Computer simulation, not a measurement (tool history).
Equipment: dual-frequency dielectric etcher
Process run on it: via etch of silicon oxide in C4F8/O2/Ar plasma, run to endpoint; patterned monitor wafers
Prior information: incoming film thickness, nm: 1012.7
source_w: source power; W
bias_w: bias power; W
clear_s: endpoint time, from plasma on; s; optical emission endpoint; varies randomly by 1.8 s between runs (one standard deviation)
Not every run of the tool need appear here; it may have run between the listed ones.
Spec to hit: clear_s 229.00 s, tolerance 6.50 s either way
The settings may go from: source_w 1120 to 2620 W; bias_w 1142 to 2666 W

run	hour	source_w	bias_w	clear_s
1	0.0	1870	1904	184.87
2	4.9	1870	1723	194.43
3	12.2	1870	1976	187.03
4	20.8	2000	1976	180.29
5	26.2	1720	1976	195.09
6	34.6	1610	1945	198.98
7	38.3	1510	1895	205.74
8	46.4	1430	1861	211.97
9	48.7	1370	1843	217.96

Exercise: of the 5 proposed moves below, exactly one satisfies all targets within the stated allowed misses. Which move is it?
A	51.0	1160	1885	?
B	51.0	1400	1986	?
C	51.0	1430	1951	?
D	51.0	1480	1940	?
E	51.0	1470	1814	?

move	clear_s
A	227.72
B	206.90
C	206.25
D	203.68
E	208.68
A: every result within its allowed miss
B: moves away from the targets compared with the last run
C: moves away from the targets compared with the last run
D: moves away from the targets compared with the last run
E: moves away from the targets compared with the last run
A is the move that brings every result within its allowed miss.
